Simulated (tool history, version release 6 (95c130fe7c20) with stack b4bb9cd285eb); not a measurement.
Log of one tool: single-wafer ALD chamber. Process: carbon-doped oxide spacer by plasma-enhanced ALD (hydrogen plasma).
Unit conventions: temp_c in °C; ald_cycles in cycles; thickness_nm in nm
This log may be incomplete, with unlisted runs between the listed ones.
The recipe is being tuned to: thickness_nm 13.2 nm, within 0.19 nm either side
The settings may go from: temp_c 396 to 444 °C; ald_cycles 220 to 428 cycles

run,hour,temp_c,ald_cycles,thickness_nm
1,0,420,324,15.704
2,3.5,423,316,15.084
3,8.8,426,312,14.668
4,16.8,429,310,14.465
5,23,434,310,14.167
6,24.9,436,307,13.893
7,33.6,437,305,13.811
8,41.8,438,303,13.646

Of the 4 settings listed for the next run, only one would bring every result within its allowed miss of target. Which one?
A,50,442,311,?
B,50,440,306,?
C,50,439,304,?
D,50,436,290,?

move,thickness_nm
A,13.8
B,13.68
C,13.641
D,13.157
A: the biggest miss grows against the last run
B: the biggest miss grows against the last run
C: neither nearer nor further off than the last run
D: every result lands within tolerance
The move that meets every target is D.
